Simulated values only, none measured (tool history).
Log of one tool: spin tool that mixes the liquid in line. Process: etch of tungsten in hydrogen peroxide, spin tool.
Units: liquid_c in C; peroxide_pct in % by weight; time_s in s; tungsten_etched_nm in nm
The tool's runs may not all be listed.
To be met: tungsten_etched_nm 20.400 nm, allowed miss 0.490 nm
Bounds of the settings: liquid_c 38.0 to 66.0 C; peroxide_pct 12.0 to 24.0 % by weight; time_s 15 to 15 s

| run | hour | liquid_c | peroxide_pct | time_s | tungsten_etched_nm |
|---|---|---|---|---|---|
| 1 | 0.0 | 54.0 | 16.0 | 15 | 32.895 |
| 2 | 1.6 | 54.0 | 19.0 | 15 | 35.212 |
| 3 | 4.9 | 58.0 | 19.0 | 15 | 44.597 |
| 4 | 6.5 | 51.5 | 19.0 | 15 | 30.439 |
| 5 | 12.6 | 56.0 | 19.0 | 15 | 40.246 |
| 6 | 15.3 | 54.5 | 19.0 | 15 | 36.304 |
| 7 | 18.1 | 46.5 | 19.0 | 15 | 22.734 |
| 8 | 27.0 | 45.5 | 19.0 | 15 | 21.145 |

4 next moves are on the table. One of them brings every result within its allowed miss. Which?
| A | 35.9 | 44.5 | 18.5 | 15 | ? |
| B | 35.9 | 45.5 | 18.0 | 15 | ? |
| C | 35.9 | 45.5 | 21.0 | 15 | ? |
| D | 35.9 | 48.5 | 14.5 | 15 | ? |

| move | tungsten_etched_nm |
|---|---|
| A | 19.444 |
| B | 20.428 |
| C | 22.065 |
| D | 22.101 |
A: takes the result that was furthest off past its target
B: meets every target
C: further off than the last run
D: further off than the last run
Answer: B
